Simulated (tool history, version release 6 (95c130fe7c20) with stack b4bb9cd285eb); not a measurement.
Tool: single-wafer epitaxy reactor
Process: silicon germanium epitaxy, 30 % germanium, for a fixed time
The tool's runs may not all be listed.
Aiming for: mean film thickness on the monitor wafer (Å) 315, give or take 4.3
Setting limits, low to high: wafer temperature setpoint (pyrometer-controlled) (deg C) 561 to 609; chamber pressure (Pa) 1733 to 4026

| run | hour | wafer temperature setpoint (pyrometer-controlled) (deg C) | chamber pressure (Pa) | mean film thickness on the monitor wafer (Å) |
|---|---|---|---|---|
| 1 | 0 | 585 | 2880 | 498.22 |
| 2 | 5.2 | 585 | 3266 | 527.26 |
| 3 | 11 | 578 | 3146 | 463.73 |
| 4 | 16 | 573 | 2933 | 411.54 |
| 5 | 23.3 | 579 | 2933 | 456.76 |
| 6 | 31.8 | 570 | 2933 | 391.73 |
| 7 | 39 | 567 | 2800 | 361.33 |
| 8 | 39.6 | 565 | 2746 | 346.55 |
| 9 | 43.9 | 564 | 2706 | 338.14 |
| 10 | 50.5 | 563 | 2680 | 331.28 |
| 11 | 53.5 | 562 | 2653 | 323.58 |
| 12 | 61.6 | 562 | 2640 | 322.8 |
|  | 65.1 | pyrometer calibrated |
| 13 | 65.1 | 562 | 2626 | 300.17 |
| 14 | 66.3 | 563 | 2626 | 304.87 |
| 15 | 74.3 | 564 | 2626 | 310.4 |
| 16 | 83.1 | 564 | 2626 | 310.31 |

Consider the 4 candidate settings below. Which is the only one whose results all fall within their allowed miss of target?
| A | 91.9 | 571 | 2146 | ? |
| B | 91.9 | 563 | 3000 | ? |
| C | 91.9 | 562 | 2693 | ? |
| D | 91.9 | 568 | 2466 | ? |

| move | mean film thickness on the monitor wafer (Å) |
|---|---|
| A | 312.47 |
| B | 325.03 |
| C | 302.26 |
| D | 320.24 |
A: every result within its allowed miss
B: pushes the last run's worst result past its target
C: the biggest miss grows against the last run
D: pushes the last run's worst result past its target
Go with A: it meets all targets.

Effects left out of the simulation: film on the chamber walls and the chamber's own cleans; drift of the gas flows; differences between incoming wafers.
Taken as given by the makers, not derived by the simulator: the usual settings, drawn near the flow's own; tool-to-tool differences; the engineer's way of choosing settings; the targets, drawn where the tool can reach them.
